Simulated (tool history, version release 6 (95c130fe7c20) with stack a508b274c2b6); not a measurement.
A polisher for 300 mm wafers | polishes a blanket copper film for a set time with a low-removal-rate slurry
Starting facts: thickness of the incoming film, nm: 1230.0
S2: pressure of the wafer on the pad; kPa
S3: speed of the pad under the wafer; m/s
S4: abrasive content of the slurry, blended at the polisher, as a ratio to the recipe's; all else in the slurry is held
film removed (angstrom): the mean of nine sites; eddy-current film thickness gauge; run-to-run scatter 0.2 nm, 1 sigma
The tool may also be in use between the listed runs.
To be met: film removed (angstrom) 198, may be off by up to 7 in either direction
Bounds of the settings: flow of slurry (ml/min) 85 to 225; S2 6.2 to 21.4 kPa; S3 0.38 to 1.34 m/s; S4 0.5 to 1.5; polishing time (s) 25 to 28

Run 1, day 0: flow of slurry (ml/min) 145, S2 13.8 kPa, S3 0.86 m/s, S4 1, polishing time (s) 28. Result: film removed (angstrom) 471.78.
Run 2, day 0.3: flow of slurry (ml/min) 145, S2 13.8 kPa, S3 0.76 m/s, S4 1, polishing time (s) 28. Result: film removed (angstrom) 417.45.
Run 3, day 0.583: flow of slurry (ml/min) 175, S2 13.8 kPa, S3 0.76 m/s, S4 1, polishing time (s) 28. Result: film removed (angstrom) 439.25.
Run 4, day 0.729: flow of slurry (ml/min) 175, S2 12.4 kPa, S3 0.76 m/s, S4 1, polishing time (s) 28. Result: film removed (angstrom) 392.97.
Run 5, day 0.871: flow of slurry (ml/min) 170, S2 11.7 kPa, S3 0.74 m/s, S4 1, polishing time (s) 28. Result: film removed (angstrom) 361.35.
Run 6, day 1.154: flow of slurry (ml/min) 170, S2 11.7 kPa, S3 0.74 m/s, S4 1.15, polishing time (s) 28. Result: film removed (angstrom) 380.76.
Run 7, day 1.188: flow of slurry (ml/min) 165, S2 11 kPa, S3 0.72 m/s, S4 1.15, polishing time (s) 28. Result: film removed (angstrom) 351.01.
Run 8, day 1.458: flow of slurry (ml/min) 160, S2 10.3 kPa, S3 0.7 m/s, S4 1.15, polishing time (s) 28. Result: film removed (angstrom) 311.82.
Run 9, day 1.733: flow of slurry (ml/min) 155, S2 9.7 kPa, S3 0.7 m/s, S4 1.15, polishing time (s) 28. Result: film removed (angstrom) 291.06.
Run 10, day 1.862: flow of slurry (ml/min) 150, S2 9 kPa, S3 0.7 m/s, S4 1.15, polishing time (s) 28. Result: film removed (angstrom) 275.65.
Run 11, day 2: flow of slurry (ml/min) 145, S2 8.3 kPa, S3 0.7 m/s, S4 1.15, polishing time (s) 28. Result: film removed (angstrom) 261.96.
Run 12, day 2.317: flow of slurry (ml/min) 140, S2 8.3 kPa, S3 0.7 m/s, S4 1.15, polishing time (s) 28. Result: film removed (angstrom) 257.76.
Run 13, day 2.554: flow of slurry (ml/min) 135, S2 8.3 kPa, S3 0.7 m/s, S4 1.15, polishing time (s) 28. Result: film removed (angstrom) 257.53.
Run 14, day 2.762: flow of slurry (ml/min) 130, S2 8.3 kPa, S3 0.7 m/s, S4 1.15, polishing time (s) 28. Result: film removed (angstrom) 253.61.
Run 15, day 3.121: flow of slurry (ml/min) 130, S2 8.3 kPa, S3 0.7 m/s, S4 1.15, polishing time (s) 28. Result: film removed (angstrom) 257.96.
Run 16, day 3.279: flow of slurry (ml/min) 130, S2 8.3 kPa, S3 0.68 m/s, S4 1.15, polishing time (s) 28. Result: film removed (angstrom) 243.97.
Run 17, day 3.542: flow of slurry (ml/min) 125, S2 8.3 kPa, S3 0.68 m/s, S4 1.15, polishing time (s) 28. Result: film removed (angstrom) 243.19.
Run 18, day 3.871: flow of slurry (ml/min) 120, S2 8.3 kPa, S3 0.68 m/s, S4 1.15, polishing time (s) 28. Result: film removed (angstrom) 240.43.
Run 19, day 3.975: flow of slurry (ml/min) 115, S2 8.3 kPa, S3 0.68 m/s, S4 1.15, polishing time (s) 28. Result: film removed (angstrom) 240.45.

4 candidate next runs follow, results not yet known. Just one meets every target within its allowed miss. Identify it.
Run A, day 4.079: flow of slurry (ml/min) 120, S2 8.3 kPa, S3 0.58 m/s, S4 1.2, polishing time (s) 26. Result: film removed (angstrom) ?.
Run B, day 4.079: flow of slurry (ml/min) 130, S2 9.7 kPa, S3 0.68 m/s, S4 1.15, polishing time (s) 28. Result: film removed (angstrom) ?.
Run C, day 4.079: flow of slurry (ml/min) 145, S2 9 kPa, S3 0.5 m/s, S4 1.2, polishing time (s) 25. Result: film removed (angstrom) ?.
Run D, day 4.079: flow of slurry (ml/min) 95, S2 10.3 kPa, S3 0.78 m/s, S4 1.25, polishing time (s) 28. Result: film removed (angstrom) ?.

move  film removed (angstrom)
   A                   196.15
   B                   281.53
   C                   181.71
   D                   322.56
A: meets every target
B: moves away from the targets compared with the last run
C: takes the result that was furthest off past its target
D: moves away from the targets compared with the last run
A meets every target.

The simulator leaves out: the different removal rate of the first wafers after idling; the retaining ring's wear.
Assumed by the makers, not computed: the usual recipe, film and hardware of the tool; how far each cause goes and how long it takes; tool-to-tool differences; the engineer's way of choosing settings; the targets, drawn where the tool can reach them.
